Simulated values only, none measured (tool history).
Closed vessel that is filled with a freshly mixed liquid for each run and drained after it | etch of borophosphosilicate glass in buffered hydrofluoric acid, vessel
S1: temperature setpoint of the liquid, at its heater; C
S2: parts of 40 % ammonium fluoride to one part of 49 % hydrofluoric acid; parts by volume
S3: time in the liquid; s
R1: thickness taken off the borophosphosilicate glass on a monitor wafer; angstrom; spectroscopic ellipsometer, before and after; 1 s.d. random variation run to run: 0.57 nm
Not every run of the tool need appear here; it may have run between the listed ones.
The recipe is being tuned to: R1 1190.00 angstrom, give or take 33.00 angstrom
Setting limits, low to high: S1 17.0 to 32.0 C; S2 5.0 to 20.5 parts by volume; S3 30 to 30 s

Run 1, hour 0.0: S1 24.0 C, S2 12.5 parts by volume, S3 30 s. Result: R1 525.75 angstrom.
Run 2, hour 4.1: S1 25.5 C, S2 11.5 parts by volume, S3 30 s. Result: R1 616.75 angstrom.
Run 3, hour 11.2: S1 25.5 C, S2 11.5 parts by volume, S3 30 s. Result: R1 615.81 angstrom.
Run 4, hour 14.4: S1 25.5 C, S2 9.5 parts by volume, S3 30 s. Result: R1 734.07 angstrom.
Run 5, hour 20.2: S1 26.5 C, S2 9.0 parts by volume, S3 30 s. Result: R1 796.72 angstrom.
Run 6, hour 24.7: S1 27.5 C, S2 8.5 parts by volume, S3 30 s. Result: R1 893.42 angstrom.
Run 7, hour 30.6: S1 28.0 C, S2 8.5 parts by volume, S3 30 s. Result: R1 927.80 angstrom.
Run 8, hour 37.0: S1 28.5 C, S2 8.5 parts by volume, S3 30 s. Result: R1 953.67 angstrom.
Run 9, hour 42.2: S1 29.0 C, S2 8.5 parts by volume, S3 30 s. Result: R1 964.85 angstrom.
Run 10, hour 49.0: S1 29.5 C, S2 8.5 parts by volume, S3 30 s. Result: R1 993.60 angstrom.
Run 11, hour 56.4: S1 30.0 C, S2 8.5 parts by volume, S3 30 s. Result: R1 1034.40 angstrom.
Run 12, hour 59.1: S1 30.0 C, S2 8.5 parts by volume, S3 30 s. Result: R1 1025.10 angstrom.
Run 13, hour 66.1: S1 30.0 C, S2 8.5 parts by volume, S3 30 s. Result: R1 1014.90 angstrom.
Run 14, hour 69.2: S1 30.5 C, S2 8.5 parts by volume, S3 30 s. Result: R1 1048.30 angstrom.

Of the 4 settings listed for the next run, only one would bring every result within its allowed miss of target. Which one?
Run A, hour 72.3: S1 29.5 C, S2 9.0 parts by volume, S3 30 s. Result: R1 ?.
Run B, hour 72.3: S1 30.0 C, S2 7.0 parts by volume, S3 30 s. Result: R1 ?.
Run C, hour 72.3: S1 31.5 C, S2 8.0 parts by volume, S3 30 s. Result: R1 ?.
Run D, hour 72.3: S1 30.5 C, S2 9.5 parts by volume, S3 30 s. Result: R1 ?.

move       R1
   A   942.92
   B  1273.10
   C  1189.20
   D   959.66
A: misses by more than the last run did
B: carries the result that was furthest off beyond its target, to the other side
C: every result lands within tolerance
D: misses by more than the last run did
C meets every target.
